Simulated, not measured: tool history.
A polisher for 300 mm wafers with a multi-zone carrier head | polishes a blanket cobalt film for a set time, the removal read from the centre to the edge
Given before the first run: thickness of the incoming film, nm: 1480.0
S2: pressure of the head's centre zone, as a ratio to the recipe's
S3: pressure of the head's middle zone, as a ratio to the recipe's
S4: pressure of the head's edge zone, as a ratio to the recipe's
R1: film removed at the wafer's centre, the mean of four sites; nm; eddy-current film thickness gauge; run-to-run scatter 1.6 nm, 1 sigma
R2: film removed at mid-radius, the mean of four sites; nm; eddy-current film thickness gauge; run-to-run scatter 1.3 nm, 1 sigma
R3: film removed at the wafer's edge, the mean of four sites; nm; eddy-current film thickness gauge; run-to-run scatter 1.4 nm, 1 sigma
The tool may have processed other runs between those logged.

Run 1, hour 0.0: flow of slurry (ml/min) 210, S2 1.00, S3 1.00, S4 1.00, polishing time (s) 51. Result: R1 191.10 nm, R2 193.94 nm, R3 192.16 nm.
Run 2, hour 7.6: flow of slurry (ml/min) 200, S2 1.01, S3 0.98, S4 0.98, polishing time (s) 51. Result: R1 192.64 nm, R2 191.67 nm, R3 187.97 nm.
Run 3, hour 14.0: flow of slurry (ml/min) 200, S2 1.01, S3 1.03, S4 0.98, polishing time (s) 51. Result: R1 188.00 nm, R2 198.92 nm, R3 189.18 nm.
Run 4, hour 21.5: flow of slurry (ml/min) 190, S2 1.02, S3 1.00, S4 0.97, polishing time (s) 51. Result: R1 191.09 nm, R2 194.22 nm, R3 186.25 nm.
Run 5, hour 29.5: flow of slurry (ml/min) 190, S2 1.02, S3 1.00, S4 0.97, polishing time (s) 57. Result: R1 214.08 nm, R2 214.06 nm, R3 208.45 nm.
Run 6, hour 30.2: flow of slurry (ml/min) 185, S2 1.02, S3 0.97, S4 0.95, polishing time (s) 56. Result: R1 206.21 nm, R2 206.38 nm, R3 202.57 nm.
Run 7, hour 36.5: flow of slurry (ml/min) 180, S2 1.03, S3 0.94, S4 0.94, polishing time (s) 55. Result: R1 207.48 nm, R2 196.07 nm, R3 195.67 nm.
Run 8, hour 39.1: flow of slurry (ml/min) 145, S2 0.99, S3 0.84, S4 0.84, polishing time (s) 52. Result: R1 177.05 nm, R2 165.25 nm, R3 170.55 nm.

For run 9, what comes out?
Run 9, hour 40.6: flow of slurry (ml/min) 200, S2 1.05, S3 0.83, S4 0.83, polishing time (s) 52. Result: R1 ?, R2 ?, R3 ?.

{"run 9": {"R1": 200.68, "R2": 172.4, "R3": 177.16}}

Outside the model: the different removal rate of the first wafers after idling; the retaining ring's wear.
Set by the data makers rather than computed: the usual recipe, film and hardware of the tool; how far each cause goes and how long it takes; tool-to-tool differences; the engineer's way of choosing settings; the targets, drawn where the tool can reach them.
